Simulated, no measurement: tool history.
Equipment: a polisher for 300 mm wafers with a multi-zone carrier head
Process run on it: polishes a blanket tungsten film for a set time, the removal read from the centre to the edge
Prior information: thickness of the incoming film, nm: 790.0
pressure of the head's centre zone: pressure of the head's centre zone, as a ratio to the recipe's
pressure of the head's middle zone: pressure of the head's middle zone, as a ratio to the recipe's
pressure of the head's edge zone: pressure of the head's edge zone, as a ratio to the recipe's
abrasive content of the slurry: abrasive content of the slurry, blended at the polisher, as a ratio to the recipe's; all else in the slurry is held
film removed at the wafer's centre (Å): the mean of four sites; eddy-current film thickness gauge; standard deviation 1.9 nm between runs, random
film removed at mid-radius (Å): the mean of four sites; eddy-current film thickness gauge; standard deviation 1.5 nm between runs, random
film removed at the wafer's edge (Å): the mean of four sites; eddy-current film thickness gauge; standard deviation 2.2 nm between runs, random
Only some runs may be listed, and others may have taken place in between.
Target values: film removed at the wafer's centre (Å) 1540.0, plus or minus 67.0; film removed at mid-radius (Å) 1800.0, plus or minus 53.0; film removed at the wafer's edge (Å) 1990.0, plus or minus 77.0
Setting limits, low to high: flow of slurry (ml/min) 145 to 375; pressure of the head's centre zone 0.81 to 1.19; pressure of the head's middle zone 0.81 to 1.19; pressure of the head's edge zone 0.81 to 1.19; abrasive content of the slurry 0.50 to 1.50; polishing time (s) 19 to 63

run  hour  flow of slurry (ml/min)  pressure of the head's centre zone  pressure of the head's middle zone  pressure of the head's edge zone  abrasive content of the slurry  polishing time (s)  film removed at the wafer's centre (Å)  film removed at mid-radius (Å)  film removed at the wafer's edge (Å)
  1   0.0                      240                                1.00                                1.00                              1.00                            1.00                  41                                  3007.4                          2993.9                                3076.9
  2   5.2                      230                                0.97                                0.99                              1.00                            0.90                  39                                  2679.7                          2723.0                                2853.6
  3   9.1                      220                                0.94                                0.98                              1.00                            0.85                  37                                  2370.5                          2545.0                                2690.5
  4  17.2                      215                                0.92                                0.96                              0.98                            0.80                  36                                  2279.7                          2391.6                                2565.3
  5  18.4                      210                                0.90                                0.96                              0.98                            0.75                  35                                  2068.5                          2254.5                                2432.2
  6  19.9                      205                                0.88                                0.95                              0.97                            0.70                  34                                  1929.8                          2106.3                                2311.9
  7  20.7                      200                                0.87                                0.95                              0.96                            0.65                  34                                  1863.4                          2115.3                                2286.4
     24.8  -- worn pad replaced by a new one
  8  24.8                      195                                0.86                                0.94                              0.95                            0.60                  34                                  1983.1                          2175.8                                2323.4
  9  25.4                      205                                0.88                                0.97                              1.01                            0.80                  26                                  1674.0                          1864.0                                2027.2

5 candidate next runs follow, results not yet known. Just one meets every target within its allowed miss. Identify it.
  A  26.0                      210                                0.83                                1.01                              1.02                            0.60                  28                                       ?                               ?                                     ?
  B  26.0                      175                                0.94                                0.95                              0.99                            0.85                  27                                       ?                               ?                                     ?
  C  26.0                      225                                0.82                                0.93                              1.00                            0.75                  26                                       ?                               ?                                     ?
  D  26.0                      200                                0.86                                0.88                              1.09                            0.75                  26                                       ?                               ?                                     ?
  E  26.0                      190                                0.95                                0.99                              0.97                            0.75                  27                                       ?                               ?                                     ?

move  film removed at the wafer's centre (Å)  film removed at mid-radius (Å)  film removed at the wafer's edge (Å)
   A                                  1552.7                          1894.8                                2041.8
   B                                  1822.2                          1873.7                                2103.4
   C                                  1523.0                          1764.2                                2007.7
   D                                  1576.2                          1670.4                                2069.3
   E                                  1800.0                          1888.4                                2029.2
A: gets the furthest-off result to its target, but another result is out of tolerance
B: its largest miss is bigger than the last run's
C: every result within its allowed miss
D: gets the furthest-off result to its target, but another result is out of tolerance
E: its largest miss is bigger than the last run's
C is the move that brings every result within its allowed miss.
